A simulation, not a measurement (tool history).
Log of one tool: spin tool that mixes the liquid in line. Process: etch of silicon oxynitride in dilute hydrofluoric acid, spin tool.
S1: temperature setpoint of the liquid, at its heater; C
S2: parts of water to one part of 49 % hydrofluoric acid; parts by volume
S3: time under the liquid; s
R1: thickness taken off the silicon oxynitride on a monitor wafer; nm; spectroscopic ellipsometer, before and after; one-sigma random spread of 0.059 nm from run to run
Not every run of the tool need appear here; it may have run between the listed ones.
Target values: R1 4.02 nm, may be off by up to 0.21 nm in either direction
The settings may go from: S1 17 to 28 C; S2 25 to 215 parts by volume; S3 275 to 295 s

{"run": 1, "day": 0.0, "S1": 20, "S2": 120, "S3": 275, "R1": 3.5103}
{"run": 2, "day": 0.212, "S1": 20.5, "S2": 120, "S3": 275, "R1": 3.6338}
{"run": 3, "day": 0.521, "S1": 20.5, "S2": 120, "S3": 295, "R1": 3.7836}
{"run": 4, "day": 0.817, "S1": 20.5, "S2": 150, "S3": 295, "R1": 2.9828}
{"run": 5, "day": 0.85, "S1": 20.5, "S2": 150, "S3": 275, "R1": 2.7841}
{"run": 6, "day": 0.992, "S1": 20.5, "S2": 170, "S3": 275, "R1": 2.4074}
{"run": 7, "day": 1.092, "S1": 22, "S2": 160, "S3": 275, "R1": 2.7361}
{"run": 8, "day": 1.183, "S1": 23, "S2": 155, "S3": 275, "R1": 3.016}
{"run": 9, "day": 1.238, "S1": 24, "S2": 150, "S3": 275, "R1": 3.3535}
{"run": 10, "day": 1.438, "S1": 24.5, "S2": 150, "S3": 275, "R1": 3.2834}
{"day": 1.496, "done": "thermometer replaced"}
{"run": 11, "day": 1.496, "S1": 27, "S2": 135, "S3": 275, "R1": 3.6707}

Which of these 4 next moves meets every target?
{"run": "A", "day": 1.554, "S1": 27.5, "S2": 145, "S3": 275, "R1": "?"}
{"run": "B", "day": 1.554, "S1": 25.5, "S2": 145, "S3": 285, "R1": "?"}
{"run": "C", "day": 1.554, "S1": 26.5, "S2": 160, "S3": 275, "R1": "?"}
{"run": "D", "day": 1.554, "S1": 27.5, "S2": 135, "S3": 285, "R1": "?"}

move=A R1=3.6433
move=B R1=3.4514
move=C R1=3.1172
move=D R1=4.092
A: the biggest miss grows against the last run
B: the biggest miss grows against the last run
C: the biggest miss grows against the last run
D: in spec on every target
So the answer is move D, the one that meets all the targets.
